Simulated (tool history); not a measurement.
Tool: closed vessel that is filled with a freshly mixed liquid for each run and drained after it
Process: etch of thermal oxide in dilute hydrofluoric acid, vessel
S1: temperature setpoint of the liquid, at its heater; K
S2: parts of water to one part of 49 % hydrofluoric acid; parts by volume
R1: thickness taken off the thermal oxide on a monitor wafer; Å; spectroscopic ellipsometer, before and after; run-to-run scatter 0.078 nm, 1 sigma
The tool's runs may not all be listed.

run 1 hour=0 | S1=296.15 S2=165 time_in_the_liquid_(s)=470 | R1=122.61
run 2 hour=7.2 | S1=296.15 S2=165 time_in_the_liquid_(s)=505 | R1=133
run 3 hour=10.7 | S1=296.15 S2=165 time_in_the_liquid_(s)=470 | R1=122.69
run 4 hour=17.6 | S1=294.15 S2=165 time_in_the_liquid_(s)=470 | R1=113.44
run 5 hour=21.9 | S1=295.15 S2=165 time_in_the_liquid_(s)=470 | R1=119.32
run 6 hour=29.4 | S1=296.65 S2=165 time_in_the_liquid_(s)=470 | R1=124.87

Run 7, settings as shown, results not yet in. Your forecast:
-- hour=32.3 thermometer replaced
run 7 hour=32.3 | S1=297.15 S2=165 time_in_the_liquid_(s)=470 | R1=?

For run 7 the tool returned R1 118.92 Å.
